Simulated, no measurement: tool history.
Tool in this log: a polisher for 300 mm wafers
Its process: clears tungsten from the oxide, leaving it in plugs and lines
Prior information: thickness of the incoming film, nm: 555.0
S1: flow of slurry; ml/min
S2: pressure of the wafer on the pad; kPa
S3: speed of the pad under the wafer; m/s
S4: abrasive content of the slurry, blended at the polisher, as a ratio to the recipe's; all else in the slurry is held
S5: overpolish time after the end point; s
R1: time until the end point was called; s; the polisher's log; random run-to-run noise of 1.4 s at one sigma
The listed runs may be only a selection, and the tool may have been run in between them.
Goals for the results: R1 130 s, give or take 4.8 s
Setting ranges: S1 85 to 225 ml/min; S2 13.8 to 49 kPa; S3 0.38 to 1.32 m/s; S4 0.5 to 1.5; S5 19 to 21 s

| run | hour | S1 | S2 | S3 | S4 | S5 | R1 |
|---|---|---|---|---|---|---|---|
| 1 | 0 | 145 | 31 | 0.84 | 1 | 19 | 98.999 |
| 2 | 5 | 140 | 28.3 | 0.84 | 1 | 19 | 105.48 |
| 3 | 8.9 | 140 | 28.3 | 0.98 | 1 | 19 | 90.657 |
| 4 | 15.6 | 140 | 28.3 | 0.88 | 1 | 19 | 100.57 |
| 5 | 19.6 | 140 | 28.3 | 0.78 | 1 | 19 | 112.69 |
| 6 | 27 | 140 | 28.3 | 0.78 | 0.9 | 19 | 114.04 |
| 7 | 28.5 | 140 | 28.3 | 0.78 | 0.9 | 19 | 113.01 |
| 8 | 29.8 | 140 | 26.9 | 0.78 | 0.9 | 19 | 120 |
| 9 | 31.9 | 140 | 26.2 | 0.78 | 0.9 | 19 | 121.55 |

Next run, 5 choices. One meets every target within its allowed miss, the rest don't. Which?
| A | 34 | 155 | 26.9 | 0.76 | 0.95 | 19 | ? |
| B | 34 | 125 | 33.1 | 0.8 | 0.65 | 19 | ? |
| C | 34 | 145 | 23.4 | 0.74 | 1 | 21 | ? |
| D | 34 | 155 | 25.5 | 0.76 | 0.95 | 19 | ? |
| E | 34 | 110 | 25.5 | 0.88 | 0.95 | 21 | ? |

| move | R1 |
|---|---|
| A | 117.24 |
| B | 110.05 |
| C | 130.16 |
| D | 120.75 |
| E | 113.04 |
A: the biggest miss grows against the last run
B: the biggest miss grows against the last run
C: every result within its allowed miss
D: the biggest miss grows against the last run
E: the biggest miss grows against the last run
Correct choice: C, which meets every target
